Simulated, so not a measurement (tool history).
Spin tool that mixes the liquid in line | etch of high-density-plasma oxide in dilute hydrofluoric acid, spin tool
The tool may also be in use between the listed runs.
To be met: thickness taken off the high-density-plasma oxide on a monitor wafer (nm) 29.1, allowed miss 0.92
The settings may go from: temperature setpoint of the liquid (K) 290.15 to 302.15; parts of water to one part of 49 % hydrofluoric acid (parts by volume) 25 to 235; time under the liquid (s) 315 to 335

run,hour,temperature setpoint of the liquid (K),parts of water to one part of 49 % hydrofluoric acid (parts by volume),time under the liquid (s),thickness taken off the high-density-plasma oxide on a monitor wafer (nm)
1,0,294.15,130,315,13.577
2,7.1,295.65,120,315,15.768
3,8,297.15,110,315,18.321
4,16.2,297.15,130,315,15.228
5,19.6,297.15,145,315,13.53
6,22.7,297.15,145,315,13.74
7,31.8,298.15,130,315,15.737
8,39.4,299.15,115,315,18.881
9,44.6,299.65,105,315,21.597
10,47,300.15,100,315,22.908

5 next moves are on the table. One of them brings every result within its allowed miss. Which?
A,49.4,301.65,90,335,?
B,49.4,300.65,95,335,?
C,49.4,300.15,85,315,?
D,49.4,300.65,95,330,?
E,49.4,299.15,90,335,?

move,thickness taken off the high-density-plasma oxide on a monitor wafer (nm)
A,29.297
B,26.527
C,27.713
D,26.131
E,26.59
A: meets every target
B: nearer than the last run, and not there yet
C: nearer than the last run, and not there yet
D: nearer than the last run, and not there yet
E: nearer than the last run, and not there yet
Answer: A

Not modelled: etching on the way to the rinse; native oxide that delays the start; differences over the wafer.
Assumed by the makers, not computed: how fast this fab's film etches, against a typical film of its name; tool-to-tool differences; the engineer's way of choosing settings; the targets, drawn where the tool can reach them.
